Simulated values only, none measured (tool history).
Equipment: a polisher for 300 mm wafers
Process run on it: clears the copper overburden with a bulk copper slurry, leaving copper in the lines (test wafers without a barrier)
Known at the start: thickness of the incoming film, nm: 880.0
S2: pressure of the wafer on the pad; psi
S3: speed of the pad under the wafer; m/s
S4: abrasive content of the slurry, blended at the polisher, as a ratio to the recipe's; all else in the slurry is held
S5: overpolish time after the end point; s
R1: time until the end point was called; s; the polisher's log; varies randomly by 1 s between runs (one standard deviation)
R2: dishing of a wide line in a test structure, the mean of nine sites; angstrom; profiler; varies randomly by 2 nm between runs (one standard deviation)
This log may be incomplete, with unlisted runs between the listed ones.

Run 1, hour 0.0: flow of slurry (ml/min) 270, S2 3.3 psi, S3 1.22 m/s, S4 1.00, S5 26 s. Result: R1 73.307 s, R2 1164.0 angstrom.
Run 2, hour 7.2: flow of slurry (ml/min) 270, S2 3.0 psi, S3 1.22 m/s, S4 1.00, S5 28 s. Result: R1 79.890 s, R2 1115.9 angstrom.
Run 3, hour 15.5: flow of slurry (ml/min) 270, S2 2.8 psi, S3 1.22 m/s, S4 1.00, S5 30 s. Result: R1 85.094 s, R2 1133.6 angstrom.
Run 4, hour 21.7: flow of slurry (ml/min) 270, S2 3.5 psi, S3 1.22 m/s, S4 1.00, S5 30 s. Result: R1 69.268 s, R2 1264.3 angstrom.
Run 5, hour 24.0: flow of slurry (ml/min) 270, S2 4.3 psi, S3 1.22 m/s, S4 1.00, S5 30 s. Result: R1 57.655 s, R2 1400.9 angstrom.
Run 6, hour 26.6: flow of slurry (ml/min) 270, S2 4.3 psi, S3 1.22 m/s, S4 0.85, S5 30 s. Result: R1 59.520 s, R2 1359.7 angstrom.

What will run 7 give?
Run 7, hour 28.0: flow of slurry (ml/min) 270, S2 3.8 psi, S3 1.22 m/s, S4 0.85, S5 31 s. Result: R1 ?, R2 ?.

Run 7 gave R1 66.184 s, R2 1341.3 angstrom.
